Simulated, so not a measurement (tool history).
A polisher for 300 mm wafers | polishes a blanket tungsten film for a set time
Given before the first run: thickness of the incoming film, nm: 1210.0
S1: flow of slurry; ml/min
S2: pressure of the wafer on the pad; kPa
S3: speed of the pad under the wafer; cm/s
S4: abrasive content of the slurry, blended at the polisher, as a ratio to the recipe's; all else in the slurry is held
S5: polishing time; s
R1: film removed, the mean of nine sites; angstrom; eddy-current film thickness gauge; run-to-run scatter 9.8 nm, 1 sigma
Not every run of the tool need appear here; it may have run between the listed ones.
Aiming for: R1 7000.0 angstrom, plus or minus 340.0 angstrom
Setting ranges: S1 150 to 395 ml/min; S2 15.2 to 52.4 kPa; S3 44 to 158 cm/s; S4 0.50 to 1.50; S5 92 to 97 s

Run 1, day 0.000: S1 250 ml/min, S2 33.8 kPa, S3 100 cm/s, S4 1.00, S5 92 s. Result: R1 3797.2 angstrom.
Run 2, day 0.092: S1 250 ml/min, S2 33.8 kPa, S3 100 cm/s, S4 1.15, S5 92 s. Result: R1 3863.4 angstrom.
Run 3, day 0.367: S1 250 ml/min, S2 39.3 kPa, S3 100 cm/s, S4 1.15, S5 92 s. Result: R1 4481.7 angstrom.
Run 4, day 0.696: S1 250 ml/min, S2 39.3 kPa, S3 100 cm/s, S4 1.10, S5 92 s. Result: R1 4352.4 angstrom.
Run 5, day 0.833: S1 250 ml/min, S2 41.4 kPa, S3 102 cm/s, S4 1.10, S5 92 s. Result: R1 4580.7 angstrom.
Run 6, day 0.900: S1 250 ml/min, S2 42.7 kPa, S3 106 cm/s, S4 1.10, S5 92 s. Result: R1 4985.0 angstrom.
Run 7, day 1.275: S1 250 ml/min, S2 44.1 kPa, S3 108 cm/s, S4 1.10, S5 92 s. Result: R1 5187.7 angstrom.
Run 8, day 1.454: S1 250 ml/min, S2 45.5 kPa, S3 110 cm/s, S4 1.10, S5 92 s. Result: R1 5421.9 angstrom.
Run 9, day 1.617: S1 250 ml/min, S2 46.2 kPa, S3 112 cm/s, S4 1.10, S5 92 s. Result: R1 5629.9 angstrom.
Run 10, day 1.954: S1 250 ml/min, S2 46.9 kPa, S3 114 cm/s, S4 1.10, S5 92 s. Result: R1 5827.0 angstrom.
Run 11, day 2.004: S1 250 ml/min, S2 47.6 kPa, S3 116 cm/s, S4 1.10, S5 92 s. Result: R1 5968.0 angstrom.

Which of these 4 next moves meets every target?
Run A, day 2.054: S1 285 ml/min, S2 52.4 kPa, S3 116 cm/s, S4 1.15, S5 97 s. Result: R1 ?.
Run B, day 2.054: S1 245 ml/min, S2 52.4 kPa, S3 128 cm/s, S4 1.20, S5 97 s. Result: R1 ?.
Run C, day 2.054: S1 245 ml/min, S2 46.2 kPa, S3 116 cm/s, S4 1.20, S5 97 s. Result: R1 ?.
Run D, day 2.054: S1 215 ml/min, S2 34.5 kPa, S3 118 cm/s, S4 1.30, S5 97 s. Result: R1 ?.

move      R1
   A  6952.9
   B  7599.4
   C  6161.0
   D  4839.6
A: every result lands within tolerance
B: carries the result that was furthest off beyond its target, to the other side
C: nearer than the last run, and not there yet
D: further off than the last run
The right move is A.

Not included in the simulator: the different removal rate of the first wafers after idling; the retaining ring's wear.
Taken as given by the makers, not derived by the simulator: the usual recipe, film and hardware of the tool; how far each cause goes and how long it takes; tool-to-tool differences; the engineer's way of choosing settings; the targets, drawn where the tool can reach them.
